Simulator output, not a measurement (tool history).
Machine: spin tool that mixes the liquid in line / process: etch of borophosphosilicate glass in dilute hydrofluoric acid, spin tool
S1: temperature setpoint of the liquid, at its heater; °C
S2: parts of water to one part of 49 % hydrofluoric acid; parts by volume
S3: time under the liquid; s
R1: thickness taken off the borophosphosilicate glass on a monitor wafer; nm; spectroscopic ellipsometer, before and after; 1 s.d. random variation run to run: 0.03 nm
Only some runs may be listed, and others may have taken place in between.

| run | day | S1 | S2 | S3 | R1 |
|---|---|---|---|---|---|
| 1 | 0.000 | 25.0 | 240 | 15 | 1.4238 |
| 2 | 0.062 | 27.5 | 200 | 15 | 1.9901 |
| 3 | 0.242 | 30.5 | 200 | 15 | 2.1653 |
| 4 | 0.562 | 30.5 | 270 | 15 | 1.5019 |
| 5 | 0.850 | 30.5 | 270 | 15 | 1.4866 |
| 6 | 0.896 | 31.5 | 225 | 15 | 1.9601 |
| 7 | 1.200 | 32.0 | 195 | 15 | 2.3223 |

The next listed run, before its measurement:
| 8 | 1.225 | 32.5 | 175 | 15 | ? |

Run 8 produced R1 2.7806 nm.

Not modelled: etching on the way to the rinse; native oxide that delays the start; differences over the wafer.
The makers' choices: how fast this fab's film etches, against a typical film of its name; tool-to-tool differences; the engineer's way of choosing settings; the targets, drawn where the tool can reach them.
